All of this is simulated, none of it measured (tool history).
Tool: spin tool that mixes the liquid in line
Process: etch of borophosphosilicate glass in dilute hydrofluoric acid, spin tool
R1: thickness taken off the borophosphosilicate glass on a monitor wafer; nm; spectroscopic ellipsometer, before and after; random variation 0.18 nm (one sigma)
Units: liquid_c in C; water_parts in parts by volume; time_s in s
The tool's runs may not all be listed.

Run 1, day 0: liquid_c 23 C, water_parts 110 parts by volume, time_s 75 s. Result: R1 28.611 nm.
Run 2, day 0.238: liquid_c 23 C, water_parts 110 parts by volume, time_s 80 s. Result: R1 30.588 nm.
Run 3, day 0.583: liquid_c 25 C, water_parts 110 parts by volume, time_s 80 s. Result: R1 32.68 nm.
Run 4, day 0.783: liquid_c 28 C, water_parts 110 parts by volume, time_s 80 s. Result: R1 36.724 nm.
Run 5, day 1.067: liquid_c 26.5 C, water_parts 115 parts by volume, time_s 80 s. Result: R1 32.724 nm.
Run 6, day 1.442: liquid_c 26.5 C, water_parts 115 parts by volume, time_s 75 s. Result: R1 31.184 nm.
At day 1.817: hydrofluoric acid flow meter replaced.
Run 7, day 1.817: liquid_c 25.5 C, water_parts 115 parts by volume, time_s 75 s. Result: R1 31.714 nm.

Forecast run 8:
Run 8, day 2.058: liquid_c 24.5 C, water_parts 120 parts by volume, time_s 75 s. Result: R1 ?.

Run 8 gave R1 29.452 nm.

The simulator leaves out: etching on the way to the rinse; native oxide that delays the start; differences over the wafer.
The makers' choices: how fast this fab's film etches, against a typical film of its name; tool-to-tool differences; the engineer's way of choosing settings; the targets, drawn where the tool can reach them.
